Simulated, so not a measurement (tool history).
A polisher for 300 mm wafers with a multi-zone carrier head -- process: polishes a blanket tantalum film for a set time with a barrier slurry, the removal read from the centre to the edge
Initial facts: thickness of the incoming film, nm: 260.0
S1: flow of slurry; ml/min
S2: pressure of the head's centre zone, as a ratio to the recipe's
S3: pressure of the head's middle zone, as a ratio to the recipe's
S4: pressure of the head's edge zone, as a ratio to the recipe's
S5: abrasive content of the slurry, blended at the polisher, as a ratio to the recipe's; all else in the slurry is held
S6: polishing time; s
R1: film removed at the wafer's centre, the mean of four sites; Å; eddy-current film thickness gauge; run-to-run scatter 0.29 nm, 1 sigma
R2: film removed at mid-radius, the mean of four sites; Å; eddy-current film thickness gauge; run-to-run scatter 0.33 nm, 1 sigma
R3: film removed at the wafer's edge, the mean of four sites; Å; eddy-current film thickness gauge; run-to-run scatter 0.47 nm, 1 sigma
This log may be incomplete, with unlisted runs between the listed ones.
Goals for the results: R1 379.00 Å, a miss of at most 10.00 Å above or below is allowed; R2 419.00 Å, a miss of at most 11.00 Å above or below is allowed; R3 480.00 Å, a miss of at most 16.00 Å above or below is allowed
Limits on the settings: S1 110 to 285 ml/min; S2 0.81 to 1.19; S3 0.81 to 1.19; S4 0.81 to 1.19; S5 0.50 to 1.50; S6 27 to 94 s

Run 1, hour 0.0: S1 180 ml/min, S2 1.00, S3 1.00, S4 1.00, S5 1.00, S6 60 s. Result: R1 667.67 Å, R2 672.98 Å, R3 689.40 Å.
Run 2, hour 3.7: S1 180 ml/min, S2 0.92, S3 1.00, S4 1.00, S5 1.00, S6 60 s. Result: R1 607.50 Å, R2 673.63 Å, R3 695.36 Å.
Run 3, hour 7.3: S1 180 ml/min, S2 0.92, S3 1.00, S4 0.95, S5 1.00, S6 60 s. Result: R1 607.50 Å, R2 670.25 Å, R3 690.36 Å.
Run 4, hour 11.2: S1 180 ml/min, S2 0.92, S3 1.00, S4 0.95, S5 1.00, S6 53 s. Result: R1 540.23 Å, R2 588.69 Å, R3 599.33 Å.
Run 5, hour 15.7: S1 180 ml/min, S2 0.92, S3 1.00, S4 0.95, S5 0.85, S6 53 s. Result: R1 519.19 Å, R2 566.18 Å, R3 586.56 Å.
Run 6, hour 17.8: S1 170 ml/min, S2 0.90, S3 0.98, S4 0.93, S5 0.75, S6 52 s. Result: R1 476.52 Å, R2 529.60 Å, R3 543.05 Å.
Run 7, hour 23.4: S1 120 ml/min, S2 0.81, S3 0.88, S4 0.94, S5 0.50, S6 51 s. Result: R1 337.65 Å, R2 388.20 Å, R3 440.91 Å.
Run 8, hour 26.2: S1 135 ml/min, S2 0.82, S3 0.88, S4 0.95, S5 0.50, S6 51 s. Result: R1 352.74 Å, R2 396.88 Å, R3 449.78 Å.
Run 9, hour 33.5: S1 180 ml/min, S2 0.82, S3 0.88, S4 1.01, S5 0.55, S6 51 s. Result: R1 385.35 Å, R2 437.10 Å, R3 505.65 Å.
Run 10, hour 38.8: S1 175 ml/min, S2 0.82, S3 0.88, S4 1.00, S5 0.55, S6 51 s. Result: R1 392.69 Å, R2 431.06 Å, R3 496.43 Å.
Run 11, hour 46.3: S1 150 ml/min, S2 0.81, S3 0.89, S4 1.00, S5 0.50, S6 51 s. Result: R1 363.79 Å, R2 414.85 Å, R3 461.10 Å.
Run 12, hour 52.1: S1 150 ml/min, S2 0.81, S3 0.89, S4 1.00, S5 0.50, S6 51 s. Result: R1 362.55 Å, R2 413.03 Å, R3 471.00 Å.
Run 13, hour 60.9: S1 155 ml/min, S2 0.82, S3 0.89, S4 1.00, S5 0.50, S6 51 s. Result: R1 366.45 Å, R2 414.01 Å, R3 466.55 Å.

Next run, 5 choices. One meets every target within its allowed miss, the rest don't. Which?
Run A, hour 69.7: S1 150 ml/min, S2 0.86, S3 0.92, S4 1.09, S5 0.50, S6 51 s. Result: R1 ?, R2 ?, R3 ?.
Run B, hour 69.7: S1 170 ml/min, S2 0.89, S3 0.95, S4 1.06, S5 0.50, S6 47 s. Result: R1 ?, R2 ?, R3 ?.
Run C, hour 69.7: S1 140 ml/min, S2 0.90, S3 0.97, S4 1.00, S5 0.50, S6 49 s. Result: R1 ?, R2 ?, R3 ?.
Run D, hour 69.7: S1 130 ml/min, S2 0.95, S3 1.02, S4 1.08, S5 0.50, S6 47 s. Result: R1 ?, R2 ?, R3 ?.
Run E, hour 69.7: S1 150 ml/min, S2 0.84, S3 0.95, S4 1.01, S5 0.50, S6 47 s. Result: R1 ?, R2 ?, R3 ?.

move      R1      R2      R3
   A  379.40  420.68  488.45
   B  371.79  406.98  452.96
   C  375.56  415.12  449.63
   D  373.37  407.24  438.18
   E  341.50  397.57  437.44
A: meets every target
B: puts the biggest miss on target and leaves a different result outside tolerance
C: puts the biggest miss on target and leaves a different result outside tolerance
D: puts the biggest miss on target and leaves a different result outside tolerance
E: lands further from the targets than the last run did
Go with A: it meets all targets.

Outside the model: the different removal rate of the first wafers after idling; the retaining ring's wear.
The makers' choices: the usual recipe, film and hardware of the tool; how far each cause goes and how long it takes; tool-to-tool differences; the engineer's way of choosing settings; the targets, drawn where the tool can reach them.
